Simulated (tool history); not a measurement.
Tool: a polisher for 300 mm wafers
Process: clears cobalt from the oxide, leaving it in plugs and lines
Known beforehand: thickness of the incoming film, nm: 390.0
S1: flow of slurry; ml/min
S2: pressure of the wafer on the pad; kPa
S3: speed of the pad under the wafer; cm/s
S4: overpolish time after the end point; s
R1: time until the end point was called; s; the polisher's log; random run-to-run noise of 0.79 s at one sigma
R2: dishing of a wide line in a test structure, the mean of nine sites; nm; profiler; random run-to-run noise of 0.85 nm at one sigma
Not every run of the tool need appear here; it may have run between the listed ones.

{"run": 1, "day": 0.0, "S1": 190, "S2": 11.7, "S3": 102, "S4": 23, "R1": 94.419, "R2": 44.775}
{"run": 2, "day": 0.217, "S1": 190, "S2": 11.7, "S3": 122, "S4": 23, "R1": 81.44, "R2": 47.522}
{"run": 3, "day": 0.546, "S1": 190, "S2": 11.7, "S3": 122, "S4": 24, "R1": 82.642, "R2": 48.131}
{"run": 4, "day": 0.838, "S1": 190, "S2": 14.5, "S3": 122, "S4": 24, "R1": 66.213, "R2": 51.129}
{"run": 5, "day": 1.117, "S1": 225, "S2": 14.5, "S3": 122, "S4": 24, "R1": 65.367, "R2": 50.36}
{"run": 6, "day": 1.175, "S1": 225, "S2": 14.5, "S3": 122, "S4": 34, "R1": 64.253, "R2": 53.151}

Run 7 comes next. What will it give?
{"run": 7, "day": 1.383, "S1": 220, "S2": 13.8, "S3": 122, "S4": 35, "R1": "?", "R2": "?"}

R1: 68.094 s
R2: 53.943 nm

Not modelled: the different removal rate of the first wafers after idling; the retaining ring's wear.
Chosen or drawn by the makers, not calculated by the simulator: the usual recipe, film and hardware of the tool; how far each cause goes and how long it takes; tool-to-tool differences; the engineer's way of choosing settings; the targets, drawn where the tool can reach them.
